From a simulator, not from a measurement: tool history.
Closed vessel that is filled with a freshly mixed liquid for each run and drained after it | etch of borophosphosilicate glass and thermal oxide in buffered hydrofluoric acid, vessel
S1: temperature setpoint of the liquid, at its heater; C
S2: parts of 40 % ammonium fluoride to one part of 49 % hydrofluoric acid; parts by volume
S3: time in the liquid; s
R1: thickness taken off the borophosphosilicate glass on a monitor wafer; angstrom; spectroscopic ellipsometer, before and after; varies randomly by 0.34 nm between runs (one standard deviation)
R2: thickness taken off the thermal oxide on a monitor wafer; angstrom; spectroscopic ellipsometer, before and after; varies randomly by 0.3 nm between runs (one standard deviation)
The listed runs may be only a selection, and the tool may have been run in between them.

Run 1, hour 0.0: S1 24.0 C, S2 17 parts by volume, S3 60 s. Result: R1 627.02 angstrom, R2 421.82 angstrom.
Run 2, hour 4.0: S1 27.5 C, S2 17 parts by volume, S3 60 s. Result: R1 752.70 angstrom, R2 510.48 angstrom.
Run 3, hour 9.5: S1 25.5 C, S2 17 parts by volume, S3 60 s. Result: R1 685.31 angstrom, R2 462.77 angstrom.
Run 4, hour 11.6: S1 25.5 C, S2 15 parts by volume, S3 60 s. Result: R1 766.79 angstrom, R2 528.41 angstrom.
Run 5, hour 18.8: S1 25.5 C, S2 18 parts by volume, S3 60 s. Result: R1 640.72 angstrom, R2 432.29 angstrom.
Run 6, hour 21.5: S1 25.5 C, S2 14 parts by volume, S3 60 s. Result: R1 825.88 angstrom, R2 556.31 angstrom.
Run 7, hour 29.4: S1 21.5 C, S2 15 parts by volume, S3 60 s. Result: R1 620.77 angstrom, R2 419.66 angstrom.

For run 8, what comes out?
Run 8, hour 37.0: S1 20.5 C, S2 15 parts by volume, S3 60 s. Result: R1 ?, R2 ?.

Run 8 came out at R1 588.92 angstrom, R2 393.99 angstrom.
